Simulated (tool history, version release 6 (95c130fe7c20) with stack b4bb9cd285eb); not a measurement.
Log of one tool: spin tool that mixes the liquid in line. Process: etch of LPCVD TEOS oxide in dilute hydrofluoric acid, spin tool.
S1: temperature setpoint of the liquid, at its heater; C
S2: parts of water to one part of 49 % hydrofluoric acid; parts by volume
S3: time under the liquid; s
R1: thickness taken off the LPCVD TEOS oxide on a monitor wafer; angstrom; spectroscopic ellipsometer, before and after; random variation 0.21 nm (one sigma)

run    day    S1  S2  S3      R1
  1  0.000  22.0  65  55  245.79
  2  0.338  22.0  65  55  244.31
  3  0.512  23.0  65  55  252.98
  4  0.717  24.0  65  55  265.17
  5  0.896  24.5  65  55  270.06
  6  1.192  25.0  65  55  276.95
  7  1.388  25.5  65  55  280.25
  8  1.750  26.0  65  55  287.21
     1.875  -- hydrofluoric acid flow meter replaced
  9  1.875  30.0  55  55  450.56
 10  2.150  29.5  55  55  443.58

Run 11 comes next. What will it give?
 11  2.183  29.0  55  55   ?

R1: 440.48 angstrom
